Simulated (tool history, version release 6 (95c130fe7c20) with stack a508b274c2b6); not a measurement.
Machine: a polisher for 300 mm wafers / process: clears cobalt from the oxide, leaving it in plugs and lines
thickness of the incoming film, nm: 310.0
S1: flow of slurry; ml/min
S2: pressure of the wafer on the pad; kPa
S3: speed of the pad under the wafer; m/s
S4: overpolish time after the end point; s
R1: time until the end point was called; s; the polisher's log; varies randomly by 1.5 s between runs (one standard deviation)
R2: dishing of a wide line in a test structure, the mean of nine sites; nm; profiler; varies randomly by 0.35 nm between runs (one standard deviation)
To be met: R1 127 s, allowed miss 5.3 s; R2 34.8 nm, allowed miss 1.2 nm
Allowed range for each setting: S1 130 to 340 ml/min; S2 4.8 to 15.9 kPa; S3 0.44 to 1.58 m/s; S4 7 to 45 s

Run 1, hour 0: S1 220 ml/min, S2 10.3 kPa, S3 1 m/s, S4 23 s. Result: R1 96.125 s, R2 33.923 nm.
Run 2, hour 3.8: S1 220 ml/min, S2 9.7 kPa, S3 1 m/s, S4 25 s. Result: R1 106.96 s, R2 34.153 nm.
Run 3, hour 8.8: S1 220 ml/min, S2 9 kPa, S3 1 m/s, S4 26 s. Result: R1 113.96 s, R2 34.375 nm.
Run 4, hour 13.6: S1 190 ml/min, S2 9 kPa, S3 1 m/s, S4 26 s. Result: R1 115.15 s, R2 33.473 nm.
Run 5, hour 20.9: S1 190 ml/min, S2 9 kPa, S3 1 m/s, S4 27 s. Result: R1 112.43 s, R2 33.625 nm.
Run 6, hour 23.8: S1 190 ml/min, S2 6.9 kPa, S3 1 m/s, S4 27 s. Result: R1 148.93 s, R2 30.272 nm.
Run 7, hour 26.3: S1 195 ml/min, S2 6.9 kPa, S3 1 m/s, S4 28 s. Result: R1 145.87 s, R2 31.01 nm.
At hour 33.5: worn pad replaced by a new one.
Run 8, hour 33.5: S1 215 ml/min, S2 8.3 kPa, S3 1 m/s, S4 33 s. Result: R1 110.17 s, R2 36.849 nm.
Run 9, hour 35.5: S1 205 ml/min, S2 8.3 kPa, S3 1 m/s, S4 33 s. Result: R1 113.73 s, R2 36.265 nm.
Run 10, hour 36.5: S1 200 ml/min, S2 8.3 kPa, S3 1 m/s, S4 33 s. Result: R1 112.27 s, R2 36.767 nm.

Next run, 5 choices. One meets every target within its allowed miss, the rest don't. Which?
Run A, hour 37.5: S1 155 ml/min, S2 9 kPa, S3 1.18 m/s, S4 28 s. Result: R1 ?, R2 ?.
Run B, hour 37.5: S1 200 ml/min, S2 8.3 kPa, S3 0.98 m/s, S4 29 s. Result: R1 ?, R2 ?.
Run C, hour 37.5: S1 240 ml/min, S2 9 kPa, S3 0.92 m/s, S4 36 s. Result: R1 ?, R2 ?.
Run D, hour 37.5: S1 215 ml/min, S2 10.3 kPa, S3 0.9 m/s, S4 21 s. Result: R1 ?, R2 ?.
Run E, hour 37.5: S1 200 ml/min, S2 6.9 kPa, S3 1.06 m/s, S4 31 s. Result: R1 ?, R2 ?.

move      R1      R2
   A  91.273  37.834
   B     115  35.654
   C  111.24  38.548
   D  99.949  33.065
   E  126.93  35.293
A: lands further from the targets than the last run did
B: moves toward the targets from the last run without getting all of them in spec
C: lands further from the targets than the last run did
D: lands further from the targets than the last run did
E: hits every target within its allowed miss
The right move is E.
